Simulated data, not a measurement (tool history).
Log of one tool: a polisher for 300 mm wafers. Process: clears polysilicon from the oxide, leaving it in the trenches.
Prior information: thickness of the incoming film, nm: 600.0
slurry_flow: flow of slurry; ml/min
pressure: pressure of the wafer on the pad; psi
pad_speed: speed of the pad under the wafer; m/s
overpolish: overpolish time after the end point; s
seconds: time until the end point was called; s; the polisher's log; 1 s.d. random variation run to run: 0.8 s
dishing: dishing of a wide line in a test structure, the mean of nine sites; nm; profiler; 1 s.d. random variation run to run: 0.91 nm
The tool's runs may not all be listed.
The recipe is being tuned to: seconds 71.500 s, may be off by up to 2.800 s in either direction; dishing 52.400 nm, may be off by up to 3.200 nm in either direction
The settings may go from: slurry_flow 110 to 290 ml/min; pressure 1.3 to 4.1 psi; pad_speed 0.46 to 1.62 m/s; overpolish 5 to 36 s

{"run": 1, "hour": 0.0, "slurry_flow": 185, "pressure": 2.7, "pad_speed": 1.04, "overpolish": 18, "seconds": 44.48, "dishing": 70.704}
{"run": 2, "hour": 3.9, "slurry_flow": 185, "pressure": 2.7, "pad_speed": 0.94, "overpolish": 18, "seconds": 46.451, "dishing": 67.008}
{"run": 3, "hour": 10.0, "slurry_flow": 230, "pressure": 2.7, "pad_speed": 0.94, "overpolish": 18, "seconds": 45.723, "dishing": 66.486}
{"run": 4, "hour": 14.3, "slurry_flow": 250, "pressure": 2.7, "pad_speed": 0.94, "overpolish": 18, "seconds": 45.688, "dishing": 69.392}
{"run": 5, "hour": 21.8, "slurry_flow": 250, "pressure": 2.7, "pad_speed": 1.04, "overpolish": 18, "seconds": 41.767, "dishing": 67.544}
{"run": 6, "hour": 24.4, "slurry_flow": 250, "pressure": 2.7, "pad_speed": 0.84, "overpolish": 18, "seconds": 50.175, "dishing": 65.457}
{"run": 7, "hour": 25.5, "slurry_flow": 260, "pressure": 2.6, "pad_speed": 0.76, "overpolish": 14, "seconds": 55.546, "dishing": 61.732}
{"run": 8, "hour": 32.0, "slurry_flow": 270, "pressure": 2.5, "pad_speed": 0.74, "overpolish": 11, "seconds": 57.823, "dishing": 57.499}
{"run": 9, "hour": 34.9, "slurry_flow": 270, "pressure": 2.3, "pad_speed": 0.74, "overpolish": 10, "seconds": 62.811, "dishing": 54.232}
{"run": 10, "hour": 36.4, "slurry_flow": 270, "pressure": 2.2, "pad_speed": 0.74, "overpolish": 10, "seconds": 65.188, "dishing": 51.411}
{"run": 11, "hour": 41.4, "slurry_flow": 270, "pressure": 2.2, "pad_speed": 0.74, "overpolish": 11, "seconds": 65.896, "dishing": 54.532}

Consider the 4 candidate settings below. Which is the only one whose results all fall within their allowed miss of target?
{"run": "A", "hour": 46.4, "slurry_flow": 285, "pressure": 2.5, "pad_speed": 0.62, "overpolish": 11, "seconds": "?", "dishing": "?"}
{"run": "B", "hour": 46.4, "slurry_flow": 250, "pressure": 2.8, "pad_speed": 0.52, "overpolish": 17, "seconds": "?", "dishing": "?"}
{"run": "C", "hour": 46.4, "slurry_flow": 215, "pressure": 2.5, "pad_speed": 0.54, "overpolish": 11, "seconds": "?", "dishing": "?"}
{"run": "D", "hour": 46.4, "slurry_flow": 290, "pressure": 2.0, "pad_speed": 0.66, "overpolish": 15, "seconds": "?", "dishing": "?"}

move=A seconds=63.669 dishing=52.508
move=B seconds=64.399 dishing=60.406
move=C seconds=71.571 dishing=49.870
move=D seconds=75.725 dishing=55.380
A: moves away from the targets compared with the last run
B: moves away from the targets compared with the last run
C: hits every target within its allowed miss
D: carries the result that was furthest off beyond its target, to the other side
Move C is the one to make.
